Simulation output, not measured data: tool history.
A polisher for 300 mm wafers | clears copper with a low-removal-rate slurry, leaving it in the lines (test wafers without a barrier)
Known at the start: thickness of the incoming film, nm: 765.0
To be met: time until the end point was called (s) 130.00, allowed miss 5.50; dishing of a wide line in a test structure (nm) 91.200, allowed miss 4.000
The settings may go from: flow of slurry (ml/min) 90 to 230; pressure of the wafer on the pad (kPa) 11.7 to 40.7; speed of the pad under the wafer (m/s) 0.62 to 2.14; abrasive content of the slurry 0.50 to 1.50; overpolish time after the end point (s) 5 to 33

run	hour	flow of slurry (ml/min)	pressure of the wafer on the pad (kPa)	speed of the pad under the wafer (m/s)	abrasive content of the slurry	overpolish time after the end point (s)	time until the end point was called (s)	dishing of a wide line in a test structure (nm)
1	0.0	150	26.2	1.38	1.00	17	146.17	58.529
2	5.1	150	26.2	1.26	1.00	17	156.49	53.726
3	9.0	140	27.6	1.28	1.00	19	152.62	61.899
4	10.0	145	29.0	1.28	1.00	21	138.18	71.265
# hour 15.2: head pressure recalibrated
5	15.2	140	29.0	1.30	1.00	22	156.47	66.727
6	20.2	160	29.0	1.30	1.00	23	153.01	70.718
7	23.4	160	30.3	1.30	1.00	24	147.41	73.984
8	30.0	155	31.7	1.30	1.00	25	141.10	79.683
9	34.2	155	32.4	1.30	1.00	26	137.94	83.243
10	42.3	155	33.1	1.30	1.00	26	134.43	83.082

5 next moves are on the table. One of them brings every result within its allowed miss. Which?
A	50.4	160	29.6	1.38	0.95	31	?	?
B	50.4	150	31.7	1.44	0.90	24	?	?
C	50.4	125	34.5	1.22	1.05	22	?	?
D	50.4	165	35.2	1.26	1.10	27	?	?
E	50.4	185	30.3	1.38	0.85	30	?	?

move	time until the end point was called (s)	dishing of a wide line in a test structure (nm)
A	141.28	91.406
B	129.65	82.078
C	140.99	73.030
D	127.00	90.858
E	138.08	91.015
A: brings the result that was furthest off to its target, and leaves another outside
B: further off than the last run
C: further off than the last run
D: meets every target
E: brings the result that was furthest off to its target, and leaves another outside
The right move is D.
